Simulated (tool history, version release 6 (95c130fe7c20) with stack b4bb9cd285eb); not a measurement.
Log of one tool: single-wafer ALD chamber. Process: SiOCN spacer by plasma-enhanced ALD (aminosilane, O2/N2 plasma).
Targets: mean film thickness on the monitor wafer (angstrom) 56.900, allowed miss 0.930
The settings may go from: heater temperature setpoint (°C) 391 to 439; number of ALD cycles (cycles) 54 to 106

run,hour,heater temperature setpoint (°C),number of ALD cycles (cycles),mean film thickness on the monitor wafer (angstrom)
1,0.0,415,80,48.974
2,7.7,415,70,43.272
3,13.7,405,70,44.799
4,18.7,402,75,48.346
5,25.8,402,67,43.071
6,28.2,402,57,36.511
7,29.6,392,70,44.762
8,38.7,391,83,53.272
9,43.7,391,85,54.854
10,48.3,391,86,55.288

Which of these 5 next moves meets every target?
A,52.9,391,85,?
B,52.9,395,84,?
C,52.9,391,88,?
D,52.9,393,85,?
E,52.9,392,83,?

move,mean film thickness on the monitor wafer (angstrom)
A,54.698
B,54.054
C,56.628
D,54.698
E,53.411
A: further off than the last run
B: further off than the last run
C: meets every target
D: further off than the last run
E: further off than the last run
The right move is C.
